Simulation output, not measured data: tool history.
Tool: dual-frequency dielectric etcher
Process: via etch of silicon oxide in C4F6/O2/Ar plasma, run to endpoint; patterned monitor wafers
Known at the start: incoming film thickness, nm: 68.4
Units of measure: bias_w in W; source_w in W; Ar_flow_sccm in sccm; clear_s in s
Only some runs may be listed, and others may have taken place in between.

| run | hour | bias_w | source_w | Ar_flow_sccm | clear_s |
|---|---|---|---|---|---|
| 1 | 0 | 339 | 400 | 316 | 17.393 |
| 2 | 1.7 | 370 | 400 | 316 | 16.875 |
| 3 | 5.1 | 370 | 400 | 281 | 16.774 |
| 4 | 9.8 | 370 | 400 | 224 | 16.218 |
| 5 | 11.9 | 370 | 400 | 190 | 15.939 |
| 6 | 15.9 | 370 | 350 | 190 | 17.219 |
| 7 | 17.7 | 335 | 340 | 192 | 18.52 |
| 8 | 24.1 | 315 | 340 | 192 | 18.695 |
| 9 | 26 | 293 | 340 | 192 | 19.606 |
| 10 | 31.3 | 282 | 340 | 192 | 19.78 |

Expected results for the next run?
| 11 | 38.9 | 272 | 340 | 192 | ? |

clear_s: 20.173 s
